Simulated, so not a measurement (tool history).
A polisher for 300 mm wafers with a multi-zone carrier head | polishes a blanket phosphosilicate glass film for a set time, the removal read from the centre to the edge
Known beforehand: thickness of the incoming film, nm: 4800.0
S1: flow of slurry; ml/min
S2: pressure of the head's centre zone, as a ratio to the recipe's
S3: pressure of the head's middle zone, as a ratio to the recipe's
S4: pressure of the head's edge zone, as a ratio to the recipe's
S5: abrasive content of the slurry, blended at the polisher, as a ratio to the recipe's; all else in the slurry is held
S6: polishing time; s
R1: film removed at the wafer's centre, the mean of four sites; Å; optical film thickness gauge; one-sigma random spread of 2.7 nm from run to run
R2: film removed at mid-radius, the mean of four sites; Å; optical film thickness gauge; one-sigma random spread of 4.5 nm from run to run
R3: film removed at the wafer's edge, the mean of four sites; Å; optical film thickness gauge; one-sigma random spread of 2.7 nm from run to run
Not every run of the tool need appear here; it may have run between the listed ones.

run 1 hour=0.0 | S1=230 S2=1.00 S3=1.00 S4=1.00 S5=1.00 S6=40 | R1=4768.8 R2=4618.6 R3=4574.3
run 2 hour=7.7 | S1=220 S2=0.96 S3=0.96 S4=0.97 S5=0.95 S6=40 | R1=4489.1 R2=4245.3 R3=4452.6
run 3 hour=15.9 | S1=220 S2=0.96 S3=0.96 S4=1.02 S5=0.95 S6=40 | R1=4480.6 R2=4303.1 R3=4582.4
run 4 hour=20.8 | S1=220 S2=0.93 S3=0.96 S4=1.02 S5=0.95 S6=40 | R1=4344.2 R2=4310.9 R3=4571.1
run 5 hour=21.7 | S1=220 S2=0.93 S3=0.96 S4=1.02 S5=0.80 S6=40 | R1=3989.9 R2=4040.7 R3=4167.7
run 6 hour=27.0 | S1=210 S2=0.91 S3=0.94 S4=1.00 S5=0.80 S6=40 | R1=3911.1 R2=3935.8 R3=4155.3
run 7 hour=29.2 | S1=205 S2=0.90 S3=0.93 S4=0.98 S5=0.80 S6=40 | R1=3850.9 R2=3917.0 R3=4160.5

What does the tool deliver on the next run?
run 8 hour=32.4 | S1=205 S2=0.90 S3=0.92 S4=0.96 S5=0.75 S6=40 | R1=? R2=? R3=?

R1: 3712.7 Å
R2: 3733.2 Å
R3: 3948.5 Å
